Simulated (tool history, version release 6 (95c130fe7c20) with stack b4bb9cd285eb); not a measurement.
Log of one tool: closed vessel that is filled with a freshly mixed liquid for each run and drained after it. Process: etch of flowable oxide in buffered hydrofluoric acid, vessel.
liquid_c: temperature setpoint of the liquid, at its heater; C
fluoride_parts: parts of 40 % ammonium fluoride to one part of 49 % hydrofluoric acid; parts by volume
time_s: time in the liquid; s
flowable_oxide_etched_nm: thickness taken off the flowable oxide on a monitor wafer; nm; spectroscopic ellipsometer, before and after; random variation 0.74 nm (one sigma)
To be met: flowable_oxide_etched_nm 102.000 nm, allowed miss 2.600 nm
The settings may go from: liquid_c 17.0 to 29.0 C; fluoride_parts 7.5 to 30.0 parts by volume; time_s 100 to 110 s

run 1 hour=0.0 | liquid_c=21.0 fluoride_parts=21.0 time_s=100 | flowable_oxide_etched_nm=86.999
run 2 hour=6.1 | liquid_c=21.5 fluoride_parts=21.0 time_s=100 | flowable_oxide_etched_nm=89.833
run 3 hour=9.1 | liquid_c=22.0 fluoride_parts=21.0 time_s=100 | flowable_oxide_etched_nm=92.141
run 4 hour=15.2 | liquid_c=22.0 fluoride_parts=16.5 time_s=100 | flowable_oxide_etched_nm=115.870
run 5 hour=18.1 | liquid_c=21.5 fluoride_parts=16.5 time_s=100 | flowable_oxide_etched_nm=110.630
run 6 hour=24.1 | liquid_c=21.5 fluoride_parts=16.5 time_s=100 | flowable_oxide_etched_nm=113.440
run 7 hour=31.7 | liquid_c=21.0 fluoride_parts=16.5 time_s=100 | flowable_oxide_etched_nm=109.900
run 8 hour=36.0 | liquid_c=20.5 fluoride_parts=16.5 time_s=100 | flowable_oxide_etched_nm=106.410

Which of these 4 next moves meets every target?
run A hour=40.3 | liquid_c=22.0 fluoride_parts=17.5 time_s=100 | flowable_oxide_etched_nm=?
run B hour=40.3 | liquid_c=19.5 fluoride_parts=17.0 time_s=105 | flowable_oxide_etched_nm=?
run C hour=40.3 | liquid_c=19.5 fluoride_parts=16.0 time_s=105 | flowable_oxide_etched_nm=?
run D hour=40.3 | liquid_c=19.5 fluoride_parts=15.5 time_s=100 | flowable_oxide_etched_nm=?

move=A flowable_oxide_etched_nm=109.950
move=B flowable_oxide_etched_nm=103.310
move=C flowable_oxide_etched_nm=109.680
move=D flowable_oxide_etched_nm=107.770
A: further off than the last run
B: meets every target
C: further off than the last run
D: further off than the last run
Answer: B
